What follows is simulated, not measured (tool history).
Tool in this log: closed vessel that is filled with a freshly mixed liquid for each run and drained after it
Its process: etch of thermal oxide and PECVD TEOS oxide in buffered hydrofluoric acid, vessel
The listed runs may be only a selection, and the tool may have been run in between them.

run	hour	temperature setpoint of the liquid (K)	parts of 40 % ammonium fluoride to one part of 49 % hydrofluoric acid (parts by volume)	time in the liquid (s)	thickness taken off the thermal oxide on a monitor wafer (angstrom)	thickness taken off the PECVD TEOS oxide on a monitor wafer (angstrom)
1	0.0	297.15	17.5	75	499.98	1208.70
2	3.6	295.65	17.5	75	469.29	1105.00
3	6.9	295.65	22.5	75	370.78	893.10
4	14.5	295.65	22.5	45	222.41	522.35
5	20.9	295.15	23.0	45	211.72	503.33
6	28.7	293.65	23.0	45	195.27	470.23
7	33.0	293.15	23.5	45	189.00	444.09

Predict the results of run 8:
8	37.0	292.65	24.0	45	?	?

{"run 8": {"thickness taken off the thermal oxide on a monitor wafer (angstrom)": 177.4, "thickness taken off the PECVD TEOS oxide on a monitor wafer (angstrom)": 422.63}}
